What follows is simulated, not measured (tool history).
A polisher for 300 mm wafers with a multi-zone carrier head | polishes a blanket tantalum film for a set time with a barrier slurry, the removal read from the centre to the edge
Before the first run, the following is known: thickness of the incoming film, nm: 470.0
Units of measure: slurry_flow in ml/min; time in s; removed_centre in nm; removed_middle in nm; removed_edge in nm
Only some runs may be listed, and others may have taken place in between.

| run | day | slurry_flow | centre_zone | middle_zone | edge_zone | slurry_solids | time | removed_centre | removed_middle | removed_edge |
|---|---|---|---|---|---|---|---|---|---|---|
| 1 | 0 | 200 | 1 | 1 | 1 | 1 | 37 | 88.483 | 91.032 | 86.999 |
| 2 | 0.054 | 190 | 0.96 | 0.96 | 0.95 | 0.85 | 37 | 78.011 | 82.055 | 78.094 |
| 3 | 0.288 | 190 | 0.96 | 0.91 | 0.95 | 0.85 | 37 | 78.28 | 78.446 | 77.719 |
| 4 | 0.571 | 190 | 0.96 | 0.91 | 1.03 | 0.85 | 37 | 78.041 | 77.938 | 81.088 |
| 5 | 0.929 | 175 | 0.93 | 0.89 | 0.98 | 0.85 | 37 | 74.608 | 75.608 | 78.366 |
| 6 | 1.096 | 175 | 1.01 | 0.89 | 0.98 | 0.85 | 37 | 80.992 | 74.855 | 79.079 |
| 7 | 1.354 | 165 | 0.97 | 0.88 | 0.94 | 0.85 | 37 | 77.604 | 74.629 | 76.509 |
| 8 | 1.529 | 155 | 0.93 | 0.86 | 0.92 | 0.85 | 37 | 73.663 | 72.151 | 75.299 |

Run 9 comes next. What will it give?
| 9 | 1.812 | 150 | 0.9 | 0.85 | 0.89 | 0.85 | 37 | ? | ? | ? |

removed_centre: 70.573 nm
removed_middle: 70.194 nm
removed_edge: 74.075 nm
